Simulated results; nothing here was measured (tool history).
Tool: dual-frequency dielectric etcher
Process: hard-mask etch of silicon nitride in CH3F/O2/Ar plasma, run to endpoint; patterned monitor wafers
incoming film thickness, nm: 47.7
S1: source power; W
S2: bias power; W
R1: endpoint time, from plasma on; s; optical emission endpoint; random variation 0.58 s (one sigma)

run	day	S1	S2	R1
1	0.000	360	62	70.882
2	0.221	320	62	75.158
3	0.546	370	62	70.606
4	0.912	380	63	69.872
5	1.104	390	64	68.563
6	1.154	370	64	71.218
7	1.383	380	64	68.845
8	1.629	390	64	68.636
9	1.967	390	64	69.679
10	2.042	400	65	67.746

Forecast run 11:
# day 2.071: source power generator calibrated
11	2.071	400	65	?

R1: 68.538 s
